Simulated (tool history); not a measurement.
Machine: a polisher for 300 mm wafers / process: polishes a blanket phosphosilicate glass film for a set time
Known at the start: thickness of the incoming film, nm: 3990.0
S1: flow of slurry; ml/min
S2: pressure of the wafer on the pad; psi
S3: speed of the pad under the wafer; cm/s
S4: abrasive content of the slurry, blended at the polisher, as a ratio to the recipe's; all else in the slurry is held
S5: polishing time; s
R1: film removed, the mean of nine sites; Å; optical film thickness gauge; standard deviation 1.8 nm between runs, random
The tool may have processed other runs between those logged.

run,day,S1,S2,S3,S4,S5,R1
1,0,180,2.5,118,1,40,2804
2,0.338,180,2.5,118,1,35,2442.6
3,0.362,225,2.5,118,1,35,2514.2
4,0.658,225,2.5,118,1,35,2492.7
5,0.883,225,2.5,118,1.05,35,2586
6,1.171,225,2.5,100,1.05,35,2431.9
7,1.342,225,2.1,98,1.05,35,2125.8

Run 8, settings as shown, results not yet in. Your forecast:
8,1.546,225,1.8,96,1.05,35,?

R1: 1941 Å
